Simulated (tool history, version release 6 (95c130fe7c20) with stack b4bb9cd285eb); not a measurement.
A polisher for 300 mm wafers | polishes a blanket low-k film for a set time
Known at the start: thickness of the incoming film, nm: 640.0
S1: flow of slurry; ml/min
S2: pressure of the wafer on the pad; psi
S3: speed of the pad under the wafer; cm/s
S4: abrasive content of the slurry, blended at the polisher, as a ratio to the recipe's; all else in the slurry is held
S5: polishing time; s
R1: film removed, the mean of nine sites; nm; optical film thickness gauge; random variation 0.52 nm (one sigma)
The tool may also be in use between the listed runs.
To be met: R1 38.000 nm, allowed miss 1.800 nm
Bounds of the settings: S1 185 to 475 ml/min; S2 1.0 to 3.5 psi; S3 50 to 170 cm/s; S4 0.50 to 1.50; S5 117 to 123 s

run 1 day=0.000 | S1=305 S2=2.2 S3=110 S4=1.00 S5=117 | R1=48.511
run 2 day=0.171 | S1=305 S2=1.9 S3=110 S4=1.00 S5=117 | R1=41.202
run 3 day=0.442 | S1=305 S2=1.9 S3=136 S4=1.00 S5=117 | R1=47.954
run 4 day=0.729 | S1=370 S2=1.9 S3=136 S4=1.00 S5=117 | R1=50.483
run 5 day=0.854 | S1=365 S2=1.8 S3=136 S4=1.00 S5=117 | R1=46.559
run 6 day=1.054 | S1=305 S2=1.8 S3=136 S4=1.00 S5=117 | R1=45.275
run 7 day=1.408 | S1=300 S2=1.7 S3=136 S4=1.00 S5=117 | R1=44.223
run 8 day=1.679 | S1=300 S2=1.6 S3=136 S4=1.00 S5=117 | R1=40.648

Which of these 4 next moves meets every target?
run A day=1.950 | S1=265 S2=1.7 S3=140 S4=1.00 S5=117 | R1=?
run B day=1.950 | S1=335 S2=2.1 S3=86 S4=0.95 S5=118 | R1=?
run C day=1.950 | S1=210 S2=1.4 S3=166 S4=1.05 S5=119 | R1=?
run D day=1.950 | S1=335 S2=1.5 S3=146 S4=1.05 S5=118 | R1=?

move=A R1=44.641
move=B R1=39.047
move=C R1=42.562
move=D R1=42.931
A: further off than the last run
B: meets every target
C: further off than the last run
D: further off than the last run
Move B is the one to make.
